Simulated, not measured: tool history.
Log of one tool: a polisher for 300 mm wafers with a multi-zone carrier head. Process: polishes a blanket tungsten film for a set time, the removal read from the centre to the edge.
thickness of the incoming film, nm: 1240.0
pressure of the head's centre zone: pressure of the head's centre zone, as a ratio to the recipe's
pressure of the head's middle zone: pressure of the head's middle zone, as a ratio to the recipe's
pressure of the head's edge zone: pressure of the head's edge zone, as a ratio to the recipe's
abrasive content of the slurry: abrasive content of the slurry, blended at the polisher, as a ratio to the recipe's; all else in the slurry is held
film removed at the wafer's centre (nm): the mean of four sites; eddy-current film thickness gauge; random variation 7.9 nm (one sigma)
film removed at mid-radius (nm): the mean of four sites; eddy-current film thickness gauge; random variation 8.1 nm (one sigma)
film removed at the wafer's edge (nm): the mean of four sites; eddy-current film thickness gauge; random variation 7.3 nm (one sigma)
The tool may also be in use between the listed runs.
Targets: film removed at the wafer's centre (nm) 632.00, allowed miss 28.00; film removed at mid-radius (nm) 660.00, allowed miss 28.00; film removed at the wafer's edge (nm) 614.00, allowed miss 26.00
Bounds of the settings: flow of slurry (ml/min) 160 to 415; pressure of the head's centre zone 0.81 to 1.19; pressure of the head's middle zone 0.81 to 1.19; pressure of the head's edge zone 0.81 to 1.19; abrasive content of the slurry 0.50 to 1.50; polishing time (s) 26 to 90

| run | hour | flow of slurry (ml/min) | pressure of the head's centre zone | pressure of the head's middle zone | pressure of the head's edge zone | abrasive content of the slurry | polishing time (s) | film removed at the wafer's centre (nm) | film removed at mid-radius (nm) | film removed at the wafer's edge (nm) |
|---|---|---|---|---|---|---|---|---|---|---|
| 1 | 0.0 | 265 | 1.00 | 1.00 | 1.00 | 1.00 | 58 | 529.59 | 540.54 | 529.77 |
| 2 | 4.0 | 270 | 1.01 | 1.02 | 1.02 | 1.05 | 58 | 557.24 | 546.61 | 544.58 |
| 3 | 8.9 | 270 | 1.01 | 1.02 | 1.02 | 1.05 | 71 | 671.28 | 668.35 | 672.79 |
| 4 | 16.2 | 270 | 1.09 | 1.02 | 1.02 | 1.05 | 71 | 717.57 | 672.15 | 670.98 |
| 5 | 23.2 | 270 | 1.09 | 1.02 | 1.05 | 1.05 | 71 | 700.16 | 659.59 | 681.57 |
| 6 | 31.2 | 270 | 1.03 | 1.02 | 1.05 | 1.05 | 71 | 678.98 | 662.51 | 690.80 |
| 7 | 39.7 | 265 | 1.03 | 1.02 | 1.03 | 1.00 | 71 | 662.90 | 649.98 | 649.07 |
| 8 | 41.0 | 260 | 1.02 | 1.03 | 1.02 | 1.00 | 71 | 653.48 | 657.12 | 655.60 |
| 9 | 47.8 | 255 | 1.02 | 1.03 | 1.01 | 1.00 | 71 | 667.06 | 661.84 | 664.73 |

Which of these 5 next moves meets every target?
| A | 54.6 | 225 | 0.89 | 0.98 | 1.14 | 0.95 | 80 | ? | ? | ? |
| B | 54.6 | 255 | 0.87 | 1.09 | 1.02 | 1.00 | 74 | ? | ? | ? |
| C | 54.6 | 310 | 1.01 | 1.07 | 0.95 | 0.95 | 69 | ? | ? | ? |
| D | 54.6 | 275 | 1.02 | 1.06 | 0.96 | 0.85 | 65 | ? | ? | ? |
| E | 54.6 | 270 | 1.03 | 1.02 | 1.10 | 0.95 | 74 | ? | ? | ? |

| move | film removed at the wafer's centre (nm) | film removed at mid-radius (nm) | film removed at the wafer's edge (nm) |
|---|---|---|---|
| A | 632.55 | 686.33 | 762.52 |
| B | 592.85 | 717.90 | 687.37 |
| C | 638.55 | 659.00 | 618.24 |
| D | 575.43 | 584.29 | 556.78 |
| E | 687.42 | 669.47 | 703.29 |
A: further off than the last run
B: further off than the last run
C: meets every target
D: takes the result that was furthest off past its target
E: further off than the last run
Move C is the one to make.

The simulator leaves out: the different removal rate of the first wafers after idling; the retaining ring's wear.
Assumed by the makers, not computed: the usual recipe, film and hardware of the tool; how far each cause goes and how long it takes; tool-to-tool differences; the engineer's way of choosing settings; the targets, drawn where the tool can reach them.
